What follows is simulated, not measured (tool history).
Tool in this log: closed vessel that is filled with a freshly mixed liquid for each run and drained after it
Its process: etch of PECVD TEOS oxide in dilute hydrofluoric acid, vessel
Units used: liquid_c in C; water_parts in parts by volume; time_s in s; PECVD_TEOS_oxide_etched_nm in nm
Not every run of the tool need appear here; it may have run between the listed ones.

Run 1, hour 0.0: liquid_c 24.0 C, water_parts 60 parts by volume, time_s 620 s. Result: PECVD_TEOS_oxide_etched_nm 84.374 nm.
Run 2, hour 3.6: liquid_c 24.0 C, water_parts 50 parts by volume, time_s 620 s. Result: PECVD_TEOS_oxide_etched_nm 103.920 nm.
Run 3, hour 12.2: liquid_c 24.0 C, water_parts 50 parts by volume, time_s 620 s. Result: PECVD_TEOS_oxide_etched_nm 102.340 nm.
Run 4, hour 12.8: liquid_c 24.0 C, water_parts 50 parts by volume, time_s 665 s. Result: PECVD_TEOS_oxide_etched_nm 108.720 nm.
Run 5, hour 20.1: liquid_c 24.0 C, water_parts 35 parts by volume, time_s 665 s. Result: PECVD_TEOS_oxide_etched_nm 158.920 nm.
Run 6, hour 28.5: liquid_c 25.5 C, water_parts 35 parts by volume, time_s 665 s. Result: PECVD_TEOS_oxide_etched_nm 170.530 nm.
Run 7, hour 35.0: liquid_c 26.0 C, water_parts 35 parts by volume, time_s 665 s. Result: PECVD_TEOS_oxide_etched_nm 174.010 nm.

Run 8 comes next. What will it give?
Run 8, hour 39.9: liquid_c 26.5 C, water_parts 35 parts by volume, time_s 665 s. Result: PECVD_TEOS_oxide_etched_nm ?.

{"run 8": {"PECVD_TEOS_oxide_etched_nm": 177.97}}

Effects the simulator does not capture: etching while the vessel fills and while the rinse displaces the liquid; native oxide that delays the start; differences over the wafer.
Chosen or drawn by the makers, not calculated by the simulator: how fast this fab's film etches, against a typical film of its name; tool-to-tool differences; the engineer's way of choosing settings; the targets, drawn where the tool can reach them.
